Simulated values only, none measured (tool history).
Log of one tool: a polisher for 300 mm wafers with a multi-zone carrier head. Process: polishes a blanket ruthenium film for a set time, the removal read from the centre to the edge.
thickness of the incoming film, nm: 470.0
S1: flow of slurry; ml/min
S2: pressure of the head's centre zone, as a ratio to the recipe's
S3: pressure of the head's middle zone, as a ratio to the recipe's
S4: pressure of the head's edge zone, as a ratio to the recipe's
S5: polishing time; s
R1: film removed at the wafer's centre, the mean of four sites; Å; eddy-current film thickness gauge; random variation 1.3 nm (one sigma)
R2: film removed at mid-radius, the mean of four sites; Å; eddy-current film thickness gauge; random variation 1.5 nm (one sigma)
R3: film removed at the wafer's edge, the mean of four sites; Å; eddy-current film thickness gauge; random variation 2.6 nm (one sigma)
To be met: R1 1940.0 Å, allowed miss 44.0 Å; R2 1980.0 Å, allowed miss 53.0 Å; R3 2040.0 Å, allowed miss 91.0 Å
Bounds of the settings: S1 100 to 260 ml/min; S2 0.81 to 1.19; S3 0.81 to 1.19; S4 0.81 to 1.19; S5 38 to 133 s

| run | hour | S1 | S2 | S3 | S4 | S5 | R1 | R2 | R3 |
|---|---|---|---|---|---|---|---|---|---|
| 1 | 0.0 | 165 | 1.00 | 1.00 | 1.00 | 85 | 1573.9 | 1604.1 | 1632.2 |
| 2 | 3.1 | 140 | 1.00 | 1.00 | 1.00 | 85 | 1515.3 | 1529.3 | 1548.9 |
| 3 | 9.7 | 175 | 1.02 | 1.02 | 1.04 | 86 | 1631.6 | 1666.2 | 1658.9 |
| 4 | 15.9 | 155 | 1.02 | 1.02 | 1.04 | 86 | 1596.6 | 1627.4 | 1630.7 |
| 5 | 18.0 | 155 | 1.02 | 1.02 | 1.04 | 94 | 1729.4 | 1755.7 | 1769.2 |
| 6 | 26.6 | 140 | 1.02 | 1.02 | 1.04 | 94 | 1668.5 | 1737.5 | 1746.4 |
| 7 | 31.8 | 165 | 1.02 | 1.02 | 1.06 | 95 | 1786.5 | 1839.0 | 1832.7 |
| 8 | 33.6 | 180 | 1.02 | 1.01 | 1.09 | 96 | 1839.5 | 1866.6 | 1898.0 |
| 9 | 41.5 | 190 | 1.02 | 1.01 | 1.11 | 97 | 1890.0 | 1872.2 | 1942.8 |
| 10 | 45.6 | 195 | 1.01 | 1.02 | 1.12 | 98 | 1866.0 | 1901.7 | 1971.6 |
| 11 | 47.7 | 205 | 1.01 | 1.02 | 1.12 | 98 | 1883.2 | 1938.7 | 1966.8 |

4 next moves are on the table. One of them brings every result within its allowed miss. Which?
| A | 49.8 | 215 | 0.91 | 0.94 | 1.19 | 103 | ? | ? | ? |
| B | 49.8 | 225 | 1.01 | 1.02 | 1.15 | 99 | ? | ? | ? |
| C | 49.8 | 195 | 1.06 | 1.08 | 1.08 | 94 | ? | ? | ? |
| D | 49.8 | 160 | 1.02 | 0.91 | 1.19 | 107 | ? | ? | ? |

| move | R1 | R2 | R3 |
|---|---|---|---|
| A | 1813.7 | 1907.2 | 2174.3 |
| B | 1951.0 | 1974.7 | 2073.3 |
| C | 1901.3 | 1927.9 | 1897.8 |
| D | 2000.5 | 1835.4 | 2180.0 |
A: further off than the last run
B: meets every target
C: brings the result that was furthest off to its target, and leaves another outside
D: takes the result that was furthest off past its target
Move B is the one to make.

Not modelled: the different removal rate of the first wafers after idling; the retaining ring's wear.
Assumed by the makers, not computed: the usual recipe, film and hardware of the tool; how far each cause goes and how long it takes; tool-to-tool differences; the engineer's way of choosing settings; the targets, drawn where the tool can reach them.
